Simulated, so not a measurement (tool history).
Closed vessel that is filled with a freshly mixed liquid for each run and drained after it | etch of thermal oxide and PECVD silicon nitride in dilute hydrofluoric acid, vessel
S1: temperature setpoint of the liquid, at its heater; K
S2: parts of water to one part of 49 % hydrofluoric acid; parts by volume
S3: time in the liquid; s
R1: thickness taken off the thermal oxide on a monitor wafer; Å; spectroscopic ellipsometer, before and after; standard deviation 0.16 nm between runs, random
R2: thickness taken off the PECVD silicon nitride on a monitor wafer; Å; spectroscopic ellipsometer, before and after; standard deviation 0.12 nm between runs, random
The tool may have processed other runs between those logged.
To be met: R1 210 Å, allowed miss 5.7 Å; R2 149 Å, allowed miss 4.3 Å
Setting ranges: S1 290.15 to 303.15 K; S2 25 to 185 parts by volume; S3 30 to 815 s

run  hour      S1   S2   S3      R1      R2
  1     0  295.15  105  415  157.15   112.2
  2   1.8  295.15  100  410  164.72  116.19
  3   9.2  295.15  100  310  123.26  86.832
  4  12.5  295.15  100  195  78.728  54.694
  5    16  298.15  100  195  88.313  65.886
  6  24.4  298.15  100  335  149.99  114.09
  7  33.4  298.15   95  330  157.51  119.38
  8  35.6  298.15   90  325  166.15  122.97
  9  40.7  298.15   85  320  172.12  128.59
 10  48.9  298.15   80  320   184.3  134.09
 11  57.1  298.15   75  310  194.65  137.74
 12  58.3  298.15   75  310  192.51  137.74
 13  64.4  298.15   75  310  195.03  139.53

Below are 5 possible settings for the next run. Only one of them brings all results inside the allowed miss of their targets. Which is it?
  A  70.5  297.65   70  300   ?   ?
  B  70.5  299.15  100  420   ?   ?
  C  70.5  297.15   80  345   ?   ?
  D  70.5  298.65   95  365   ?   ?
  E  70.5  299.15   45  185   ?   ?

move      R1      R2
   A   195.1   141.9
   B  195.17  154.08
   C  189.95  138.39
   D  176.22  136.38
   E  205.72  149.27
A: as far off as the last run
B: as far off as the last run
C: moves away from the targets compared with the last run
D: moves away from the targets compared with the last run
E: in spec on every target
The move that meets every target is E.
